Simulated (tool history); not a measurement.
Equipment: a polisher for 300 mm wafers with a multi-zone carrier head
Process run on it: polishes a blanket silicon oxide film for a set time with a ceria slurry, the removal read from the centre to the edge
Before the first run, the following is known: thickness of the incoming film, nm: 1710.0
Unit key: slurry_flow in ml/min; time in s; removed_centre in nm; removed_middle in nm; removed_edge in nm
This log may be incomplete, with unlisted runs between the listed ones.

Run 1, day 0.000: slurry_flow 290 ml/min, centre_zone 1.00, middle_zone 1.00, edge_zone 1.00, time 53 s. Result: removed_centre 300.58 nm, removed_middle 310.34 nm, removed_edge 323.11 nm.
Run 2, day 0.367: slurry_flow 280 ml/min, centre_zone 0.98, middle_zone 0.95, edge_zone 0.95, time 51 s. Result: removed_centre 281.41 nm, removed_middle 282.34 nm, removed_edge 291.82 nm.
Run 3, day 0.662: slurry_flow 270 ml/min, centre_zone 0.95, middle_zone 0.91, edge_zone 0.94, time 51 s. Result: removed_centre 277.64 nm, removed_middle 271.54 nm, removed_edge 303.39 nm.
Run 4, day 0.804: slurry_flow 265 ml/min, centre_zone 0.93, middle_zone 0.90, edge_zone 0.91, time 50 s. Result: removed_centre 258.25 nm, removed_middle 264.01 nm, removed_edge 279.44 nm.
Run 5, day 0.950: slurry_flow 210 ml/min, centre_zone 0.93, middle_zone 0.90, edge_zone 0.91, time 50 s. Result: removed_centre 257.64 nm, removed_middle 258.30 nm, removed_edge 280.93 nm.
Run 6, day 1.050: slurry_flow 210 ml/min, centre_zone 0.93, middle_zone 0.90, edge_zone 0.86, time 50 s. Result: removed_centre 252.89 nm, removed_middle 255.00 nm, removed_edge 267.01 nm.
Run 7, day 1.288: slurry_flow 205 ml/min, centre_zone 0.92, middle_zone 0.89, edge_zone 0.86, time 50 s. Result: removed_centre 251.63 nm, removed_middle 255.80 nm, removed_edge 276.16 nm.

For run 8, what comes out?
Run 8, day 1.417: slurry_flow 205 ml/min, centre_zone 0.92, middle_zone 0.88, edge_zone 0.85, time 50 s. Result: removed_centre ?, removed_middle ?, removed_edge ?.

removed_centre: 253.55 nm
removed_middle: 249.97 nm
removed_edge: 261.44 nm

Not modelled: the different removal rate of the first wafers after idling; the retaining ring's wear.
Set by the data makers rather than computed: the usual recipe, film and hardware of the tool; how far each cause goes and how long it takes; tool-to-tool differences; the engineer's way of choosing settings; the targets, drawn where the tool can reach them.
